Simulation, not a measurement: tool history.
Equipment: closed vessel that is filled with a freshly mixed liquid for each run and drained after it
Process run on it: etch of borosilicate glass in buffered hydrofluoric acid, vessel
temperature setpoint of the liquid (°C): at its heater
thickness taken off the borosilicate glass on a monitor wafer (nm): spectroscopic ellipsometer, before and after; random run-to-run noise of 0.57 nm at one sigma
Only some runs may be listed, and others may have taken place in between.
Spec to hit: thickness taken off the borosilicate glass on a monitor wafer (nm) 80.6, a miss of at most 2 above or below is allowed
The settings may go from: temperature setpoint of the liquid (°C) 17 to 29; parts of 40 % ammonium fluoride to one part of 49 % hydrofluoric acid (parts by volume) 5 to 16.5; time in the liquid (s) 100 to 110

| run | hour | temperature setpoint of the liquid (°C) | parts of 40 % ammonium fluoride to one part of 49 % hydrofluoric acid (parts by volume) | time in the liquid (s) | thickness taken off the borosilicate glass on a monitor wafer (nm) |
|---|---|---|---|---|---|
| 1 | 0 | 21 | 10 | 100 | 100.71 |
| 2 | 0.9 | 20 | 10 | 100 | 94.747 |
| 3 | 6.8 | 20 | 9 | 100 | 102.66 |
| 4 | 13.6 | 20 | 9 | 110 | 112.66 |
| 5 | 20.6 | 20 | 9 | 110 | 111.6 |
| 6 | 22.5 | 20 | 9 | 110 | 113.17 |
| 7 | 31 | 19.5 | 9.5 | 110 | 105.06 |
|  | 37.2 | thermometer replaced |
| 8 | 37.2 | 19 | 10 | 110 | 109.21 |
| 9 | 44 | 19 | 10 | 110 | 107.47 |
| 10 | 45.6 | 18.5 | 11.5 | 110 | 91.113 |
| 11 | 54.5 | 18 | 11.5 | 110 | 88 |
| 12 | 59.7 | 17.5 | 12 | 110 | 83.397 |

Consider the 5 candidate settings below. Which is the only one whose results all fall within their allowed miss of target?
| A | 64.9 | 17.5 | 12 | 100 | ? |
| B | 64.9 | 17.5 | 12.5 | 105 | ? |
| C | 64.9 | 18 | 12 | 105 | ? |
| D | 64.9 | 19 | 13.5 | 105 | ? |
| E | 64.9 | 22 | 14.5 | 110 | ? |

| move | thickness taken off the borosilicate glass on a monitor wafer (nm) |
|---|---|
| A | 75.197 |
| B | 75.826 |
| C | 81.182 |
| D | 76.35 |
| E | 87.822 |
A: carries the result that was furthest off beyond its target, to the other side
B: carries the result that was furthest off beyond its target, to the other side
C: hits every target within its allowed miss
D: carries the result that was furthest off beyond its target, to the other side
E: further off than the last run
C is the move that brings every result within its allowed miss.
